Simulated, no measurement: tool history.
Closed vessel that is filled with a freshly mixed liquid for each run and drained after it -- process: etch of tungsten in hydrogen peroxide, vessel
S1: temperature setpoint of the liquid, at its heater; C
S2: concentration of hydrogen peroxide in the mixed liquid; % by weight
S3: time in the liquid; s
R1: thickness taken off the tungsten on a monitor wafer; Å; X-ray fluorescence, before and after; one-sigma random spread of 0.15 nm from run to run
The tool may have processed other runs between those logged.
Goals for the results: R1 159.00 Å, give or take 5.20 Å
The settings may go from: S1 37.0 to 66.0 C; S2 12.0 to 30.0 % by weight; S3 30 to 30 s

run,hour,S1,S2,S3,R1
1,0.0,53.0,23.0,30,400.13
2,1.3,51.0,23.0,30,348.06
3,5.9,51.0,23.0,30,355.67
4,7.1,47.5,23.0,30,285.81
5,10.9,51.0,23.0,30,351.74
6,19.1,51.0,23.0,30,357.28
7,27.9,49.5,23.0,30,323.59
8,32.5,49.5,23.0,30,323.69
9,34.1,48.0,23.0,30,296.01
# hour 41.1: new drum of peroxide connected
10,41.1,48.0,23.0,30,299.12
11,46.7,46.5,23.0,30,274.33
12,54.6,45.5,23.0,30,260.22
13,62.5,44.5,23.0,30,242.93
14,69.8,43.5,23.0,30,231.63
15,73.2,42.5,23.0,30,214.12

Which of these 4 next moves meets every target?
A,76.6,38.5,24.0,30,?
B,76.6,38.0,23.5,30,?
C,76.6,38.5,25.0,30,?
D,76.6,39.0,24.5,30,?

move,R1
A,169.74
B,162.53
C,173.24
D,177.22
A: nearer than the last run, and not there yet
B: hits every target within its allowed miss
C: nearer than the last run, and not there yet
D: nearer than the last run, and not there yet
Go with B: it meets all targets.
